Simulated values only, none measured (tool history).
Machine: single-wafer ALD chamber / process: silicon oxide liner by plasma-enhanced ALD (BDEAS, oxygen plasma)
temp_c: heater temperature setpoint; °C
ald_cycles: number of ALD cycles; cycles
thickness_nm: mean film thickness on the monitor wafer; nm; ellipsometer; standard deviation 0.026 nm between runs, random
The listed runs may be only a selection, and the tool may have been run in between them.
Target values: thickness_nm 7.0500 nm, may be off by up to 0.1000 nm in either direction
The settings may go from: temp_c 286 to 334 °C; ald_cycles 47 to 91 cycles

run,hour,temp_c,ald_cycles,thickness_nm
1,0.0,310,69,5.8787
2,0.7,310,65,5.5242
3,7.8,310,69,5.8782
4,14.7,310,65,5.5284
5,15.6,310,72,6.1193
6,19.5,306,72,6.1532
7,25.8,306,75,6.3793
8,32.3,306,77,6.5756

5 candidate next runs follow, results not yet known. Just one meets every target within its allowed miss. Identify it.
A,38.8,295,82,?
B,38.8,304,82,?
C,38.8,310,74,?
D,38.8,307,86,?
E,38.8,302,85,?

move,thickness_nm
A,7.2270
B,7.0131
C,6.2681
D,7.3198
E,7.2929
A: pushes the last run's worst result past its target
B: every result lands within tolerance
C: lands further from the targets than the last run did
D: pushes the last run's worst result past its target
E: pushes the last run's worst result past its target
Correct choice: B, which meets every target
